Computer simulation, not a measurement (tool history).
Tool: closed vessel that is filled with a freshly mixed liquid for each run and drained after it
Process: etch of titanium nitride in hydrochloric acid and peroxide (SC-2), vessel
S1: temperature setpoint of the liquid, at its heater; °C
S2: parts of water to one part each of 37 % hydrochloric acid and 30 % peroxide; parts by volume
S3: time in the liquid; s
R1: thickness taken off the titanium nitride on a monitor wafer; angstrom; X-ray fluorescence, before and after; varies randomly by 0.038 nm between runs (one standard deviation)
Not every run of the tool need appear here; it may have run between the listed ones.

| run | hour | S1 | S2 | S3 | R1 |
|---|---|---|---|---|---|
| 1 | 0 | 48 | 11 | 435 | 75.3 |
| 2 | 5.6 | 48 | 8 | 435 | 96.913 |
| 3 | 8.2 | 44.5 | 8 | 435 | 75.715 |
| 4 | 13.4 | 43 | 8 | 435 | 69.212 |
| 5 | 15.1 | 43 | 8 | 435 | 69.368 |
| 6 | 21.4 | 41.5 | 8 | 435 | 62.254 |
| 7 | 23.9 | 40.5 | 8 | 435 | 57.818 |

Run 8 is up next; what results do you expect?
| 8 | 30.7 | 40 | 8 | 435 | ? |

R1: 56.215 angstrom
